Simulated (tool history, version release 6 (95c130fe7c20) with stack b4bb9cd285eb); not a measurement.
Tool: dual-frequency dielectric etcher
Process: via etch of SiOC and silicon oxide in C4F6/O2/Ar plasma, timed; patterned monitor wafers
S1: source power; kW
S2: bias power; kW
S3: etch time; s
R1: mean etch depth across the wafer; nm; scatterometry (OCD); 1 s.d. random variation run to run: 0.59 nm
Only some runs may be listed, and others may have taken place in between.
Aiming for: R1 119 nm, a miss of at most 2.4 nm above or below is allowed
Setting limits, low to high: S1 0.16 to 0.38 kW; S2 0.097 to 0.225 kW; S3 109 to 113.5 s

Run 1, hour 0: S1 0.27 kW, S2 0.161 kW, S3 109 s. Result: R1 100.8 nm.
Run 2, hour 8.6: S1 0.27 kW, S2 0.146 kW, S3 109 s. Result: R1 97.742 nm.
Run 3, hour 10.7: S1 0.27 kW, S2 0.146 kW, S3 113.5 s. Result: R1 102.46 nm.
Run 4, hour 14.1: S1 0.27 kW, S2 0.118 kW, S3 113.5 s. Result: R1 97.272 nm.
At hour 18.2: wet clean of the chamber.
Run 5, hour 18.2: S1 0.25 kW, S2 0.118 kW, S3 113.5 s. Result: R1 95.671 nm.
Run 6, hour 19.3: S1 0.2 kW, S2 0.118 kW, S3 113.5 s. Result: R1 87.083 nm.
Run 7, hour 20.7: S1 0.23 kW, S2 0.121 kW, S3 113.5 s. Result: R1 93.663 nm.
Run 8, hour 22.6: S1 0.29 kW, S2 0.132 kW, S3 113.5 s. Result: R1 106.02 nm.
Run 9, hour 23.9: S1 0.3 kW, S2 0.133 kW, S3 113.5 s. Result: R1 107.16 nm.

5 candidate next runs follow, results not yet known. Just one meets every target within its allowed miss. Identify it.
Run A, hour 25.2: S1 0.36 kW, S2 0.146 kW, S3 109 s. Result: R1 ?.
Run B, hour 25.2: S1 0.38 kW, S2 0.154 kW, S3 110 s. Result: R1 ?.
Run C, hour 25.2: S1 0.25 kW, S2 0.152 kW, S3 111 s. Result: R1 ?.
Run D, hour 25.2: S1 0.3 kW, S2 0.13 kW, S3 109 s. Result: R1 ?.
Run E, hour 25.2: S1 0.32 kW, S2 0.139 kW, S3 113 s. Result: R1 ?.

move      R1
   A  114.23
   B  119.65
   C  101.04
   D  102.54
   E  111.23
A: moves toward the targets from the last run without getting all of them in spec
B: meets every target
C: the biggest miss grows against the last run
D: the biggest miss grows against the last run
E: moves toward the targets from the last run without getting all of them in spec
Move B is the one to make.

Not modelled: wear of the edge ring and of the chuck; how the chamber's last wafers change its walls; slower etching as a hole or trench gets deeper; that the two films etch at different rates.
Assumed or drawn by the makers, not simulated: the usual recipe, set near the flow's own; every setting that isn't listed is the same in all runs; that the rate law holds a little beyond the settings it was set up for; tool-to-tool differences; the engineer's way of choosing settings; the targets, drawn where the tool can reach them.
